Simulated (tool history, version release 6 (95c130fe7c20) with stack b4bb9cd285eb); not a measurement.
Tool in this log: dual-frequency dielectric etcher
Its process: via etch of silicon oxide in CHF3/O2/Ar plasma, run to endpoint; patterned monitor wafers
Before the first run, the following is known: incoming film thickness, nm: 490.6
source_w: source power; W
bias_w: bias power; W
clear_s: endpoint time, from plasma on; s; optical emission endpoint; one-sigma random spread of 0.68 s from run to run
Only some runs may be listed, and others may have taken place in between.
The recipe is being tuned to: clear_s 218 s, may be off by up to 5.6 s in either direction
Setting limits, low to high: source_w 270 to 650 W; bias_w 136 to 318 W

| run | day | source_w | bias_w | clear_s |
|---|---|---|---|---|
| 1 | 0 | 460 | 227 | 241.94 |
| 2 | 0.317 | 410 | 227 | 255.13 |
| 3 | 0.529 | 410 | 246 | 245.92 |
| 4 | 0.638 | 410 | 212 | 260.04 |
| 5 | 0.896 | 410 | 239 | 250.35 |
| 6 | 1.158 | 480 | 239 | 234.06 |
| 7 | 1.246 | 500 | 242 | 228.9 |
| 8 | 1.421 | 510 | 244 | 227.66 |
| 9 | 1.504 | 520 | 246 | 223.96 |

Exercise: of the 4 proposed moves below, exactly one satisfies all targets within the stated allowed misses. Which move is it?
| A | 1.588 | 560 | 281 | ? |
| B | 1.588 | 500 | 233 | ? |
| C | 1.588 | 450 | 265 | ? |
| D | 1.588 | 570 | 239 | ? |

| move | clear_s |
|---|---|
| A | 209.66 |
| B | 232.5 |
| C | 233.03 |
| D | 218.94 |
A: takes the result that was furthest off past its target
B: the biggest miss grows against the last run
C: the biggest miss grows against the last run
D: each result inside its tolerance
D is the move that brings every result within its allowed miss.
